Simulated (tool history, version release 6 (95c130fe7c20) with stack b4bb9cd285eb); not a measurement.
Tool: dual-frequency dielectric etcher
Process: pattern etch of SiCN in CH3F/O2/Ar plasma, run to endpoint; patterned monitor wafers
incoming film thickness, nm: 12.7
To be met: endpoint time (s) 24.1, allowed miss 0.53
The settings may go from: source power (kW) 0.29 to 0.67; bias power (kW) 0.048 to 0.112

{"run": 1, "day": 0.0, "source power (kW)": 0.48, "bias power (kW)": 0.08, "endpoint time (s)": 27.758}
{"run": 2, "day": 0.192, "source power (kW)": 0.48, "bias power (kW)": 0.092, "endpoint time (s)": 25.676}
{"run": 3, "day": 0.404, "source power (kW)": 0.55, "bias power (kW)": 0.092, "endpoint time (s)": 24.78}
{"run": 4, "day": 0.654, "source power (kW)": 0.52, "bias power (kW)": 0.092, "endpoint time (s)": 25.091}
{"run": 5, "day": 0.904, "source power (kW)": 0.53, "bias power (kW)": 0.092, "endpoint time (s)": 24.946}
{"run": 6, "day": 0.996, "source power (kW)": 0.46, "bias power (kW)": 0.092, "endpoint time (s)": 25.973}
{"run": 7, "day": 1.175, "source power (kW)": 0.47, "bias power (kW)": 0.093, "endpoint time (s)": 25.879}
{"run": 8, "day": 1.425, "source power (kW)": 0.48, "bias power (kW)": 0.094, "endpoint time (s)": 25.587}
{"run": 9, "day": 1.608, "source power (kW)": 0.49, "bias power (kW)": 0.094, "endpoint time (s)": 25.39}
{"run": 10, "day": 1.721, "source power (kW)": 0.5, "bias power (kW)": 0.094, "endpoint time (s)": 25.021}
{"run": 11, "day": 1.9, "source power (kW)": 0.51, "bias power (kW)": 0.094, "endpoint time (s)": 25.157}
{"run": 12, "day": 1.938, "source power (kW)": 0.52, "bias power (kW)": 0.094, "endpoint time (s)": 24.807}
{"run": 13, "day": 2.221, "source power (kW)": 0.52, "bias power (kW)": 0.094, "endpoint time (s)": 24.957}
{"run": 14, "day": 2.292, "source power (kW)": 0.53, "bias power (kW)": 0.094, "endpoint time (s)": 24.629}

5 next moves are on the table. One of them brings every result within its allowed miss. Which?
{"run": "A", "day": 2.362, "source power (kW)": 0.63, "bias power (kW)": 0.088, "endpoint time (s)": "?"}
{"run": "B", "day": 2.362, "source power (kW)": 0.53, "bias power (kW)": 0.092, "endpoint time (s)": "?"}
{"run": "C", "day": 2.362, "source power (kW)": 0.47, "bias power (kW)": 0.097, "endpoint time (s)": "?"}
{"run": "D", "day": 2.362, "source power (kW)": 0.55, "bias power (kW)": 0.086, "endpoint time (s)": "?"}
{"run": "E", "day": 2.362, "source power (kW)": 0.59, "bias power (kW)": 0.081, "endpoint time (s)": "?"}

move=A endpoint_time_(s)=24.15
move=B endpoint_time_(s)=24.951
move=C endpoint_time_(s)=25.198
move=D endpoint_time_(s)=25.57
move=E endpoint_time_(s)=25.819
A: meets every target
B: further off than the last run
C: further off than the last run
D: further off than the last run
E: further off than the last run
Move A is the one to make.
